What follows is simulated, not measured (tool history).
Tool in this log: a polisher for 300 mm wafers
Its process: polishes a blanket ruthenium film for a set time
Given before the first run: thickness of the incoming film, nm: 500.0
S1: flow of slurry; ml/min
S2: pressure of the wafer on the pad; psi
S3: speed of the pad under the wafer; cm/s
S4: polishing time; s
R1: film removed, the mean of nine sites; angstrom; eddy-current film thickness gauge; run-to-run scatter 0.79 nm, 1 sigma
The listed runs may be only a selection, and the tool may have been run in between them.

run	hour	S1	S2	S3	S4	R1
1	0	245	2.6	118	103	1456.5
2	5	245	2.6	144	103	1720.8
3	7.3	245	2.6	144	108	1793.4
4	13.9	245	3.1	144	108	2159.5
5	18.7	245	2.5	144	108	1735.1
6	24.1	280	2.5	144	108	1755.8

Forecast run 7:
7	25.4	280	2.2	144	108	?

Run 7 measured R1 1572.4 angstrom.

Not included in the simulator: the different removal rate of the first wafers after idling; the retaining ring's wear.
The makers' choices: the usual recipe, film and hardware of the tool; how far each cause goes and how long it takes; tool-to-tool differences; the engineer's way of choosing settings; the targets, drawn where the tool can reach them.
